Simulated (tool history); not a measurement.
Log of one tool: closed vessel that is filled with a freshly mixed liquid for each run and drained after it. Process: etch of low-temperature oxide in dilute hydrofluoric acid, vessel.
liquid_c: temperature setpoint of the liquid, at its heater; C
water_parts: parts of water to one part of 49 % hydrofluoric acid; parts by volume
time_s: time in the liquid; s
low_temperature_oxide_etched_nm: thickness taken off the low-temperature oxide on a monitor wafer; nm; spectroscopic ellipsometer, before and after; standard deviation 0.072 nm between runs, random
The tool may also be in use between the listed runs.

| run | hour | liquid_c | water_parts | time_s | low_temperature_oxide_etched_nm |
|---|---|---|---|---|---|
| 1 | 0.0 | 21.0 | 110 | 30 | 3.2608 |
| 2 | 6.6 | 21.0 | 110 | 30 | 3.2377 |
| 3 | 8.8 | 21.0 | 90 | 30 | 4.0739 |
| 4 | 12.6 | 22.0 | 85 | 30 | 4.5162 |
| 5 | 17.5 | 23.0 | 80 | 30 | 4.9950 |
| 6 | 24.4 | 24.0 | 75 | 30 | 5.5986 |
| 7 | 31.6 | 24.5 | 70 | 30 | 6.1554 |

Forecast run 8:
| 8 | 33.1 | 25.0 | 65 | 30 | ? |

Run 8 measured low_temperature_oxide_etched_nm 6.8357 nm.
